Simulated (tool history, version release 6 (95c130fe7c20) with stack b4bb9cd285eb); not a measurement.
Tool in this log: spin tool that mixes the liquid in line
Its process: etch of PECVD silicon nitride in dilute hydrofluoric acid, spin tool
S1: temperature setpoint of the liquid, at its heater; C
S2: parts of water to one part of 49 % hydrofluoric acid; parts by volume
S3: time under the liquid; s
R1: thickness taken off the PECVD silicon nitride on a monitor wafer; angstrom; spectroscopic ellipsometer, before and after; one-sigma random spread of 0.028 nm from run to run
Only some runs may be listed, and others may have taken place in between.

run 1 hour=0 | S1=20 S2=185 S3=85 | R1=11.435
run 2 hour=1 | S1=18.5 S2=185 S3=85 | R1=10.325
run 3 hour=3.6 | S1=17 S2=185 S3=85 | R1=9.5938
run 4 hour=5.4 | S1=20.5 S2=170 S3=85 | R1=12.54
run 5 hour=10.4 | S1=22.5 S2=160 S3=85 | R1=15.53
run 6 hour=18.7 | S1=24 S2=160 S3=85 | R1=17.118
run 7 hour=23.2 | S1=24 S2=160 S3=85 | R1=17.044
run 8 hour=25.1 | S1=25 S2=160 S3=85 | R1=18.031

Estimate the outcome of run 9 from the log above:
run 9 hour=29.2 | S1=26 S2=160 S3=85 | R1=?

Run 9 produced R1 19.422 angstrom.

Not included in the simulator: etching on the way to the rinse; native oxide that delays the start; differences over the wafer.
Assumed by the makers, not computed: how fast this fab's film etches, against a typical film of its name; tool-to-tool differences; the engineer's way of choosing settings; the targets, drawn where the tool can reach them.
